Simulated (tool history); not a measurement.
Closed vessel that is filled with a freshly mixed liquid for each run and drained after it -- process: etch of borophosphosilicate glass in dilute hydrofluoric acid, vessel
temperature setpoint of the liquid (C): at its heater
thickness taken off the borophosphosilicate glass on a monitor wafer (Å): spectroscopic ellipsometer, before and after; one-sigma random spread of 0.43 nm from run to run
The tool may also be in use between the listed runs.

run	hour	temperature setpoint of the liquid (C)	parts of water to one part of 49 % hydrofluoric acid (parts by volume)	time in the liquid (s)	thickness taken off the borophosphosilicate glass on a monitor wafer (Å)
1	0.0	24.0	205	90	175.20
2	8.1	24.0	205	95	186.96
3	13.0	26.5	165	95	260.72
4	15.4	28.0	140	95	339.64
5	22.0	29.0	125	95	400.32
6	22.7	30.0	120	95	435.33
7	25.7	30.5	115	95	470.08
8	34.0	31.0	115	95	478.18

Run 9 has not been measured yet. What should we expect?
9	41.7	31.5	115	95	?

{"run 9": {"thickness taken off the borophosphosilicate glass on a monitor wafer (Å)": 487.5}}
